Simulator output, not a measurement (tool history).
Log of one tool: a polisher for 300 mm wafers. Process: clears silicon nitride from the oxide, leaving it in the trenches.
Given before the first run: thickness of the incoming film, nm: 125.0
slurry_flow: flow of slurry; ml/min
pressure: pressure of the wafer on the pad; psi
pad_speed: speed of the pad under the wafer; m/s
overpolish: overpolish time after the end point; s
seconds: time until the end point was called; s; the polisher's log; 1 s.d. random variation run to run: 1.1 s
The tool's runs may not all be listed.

| run | day | slurry_flow | pressure | pad_speed | overpolish | seconds |
|---|---|---|---|---|---|---|
| 1 | 0 | 245 | 3.4 | 0.86 | 25 | 124.08 |
| 2 | 0.042 | 245 | 3.8 | 0.9 | 25 | 106.52 |
| 3 | 0.204 | 245 | 3.8 | 0.7 | 25 | 134.33 |
| 4 | 0.258 | 245 | 4.1 | 0.78 | 25 | 112.08 |
| 5 | 0.375 | 245 | 4.5 | 0.78 | 25 | 101.98 |
| 6 | 0.683 | 195 | 4.5 | 0.78 | 25 | 103.23 |
| 7 | 0.983 | 195 | 4.7 | 0.84 | 25 | 96.669 |
| 8 | 1.338 | 200 | 4.8 | 0.9 | 25 | 90.437 |

Expected results for the next run?
| 9 | 1.529 | 205 | 4.9 | 0.98 | 25 | ? |

Run 9 came out at seconds 77.673 s.

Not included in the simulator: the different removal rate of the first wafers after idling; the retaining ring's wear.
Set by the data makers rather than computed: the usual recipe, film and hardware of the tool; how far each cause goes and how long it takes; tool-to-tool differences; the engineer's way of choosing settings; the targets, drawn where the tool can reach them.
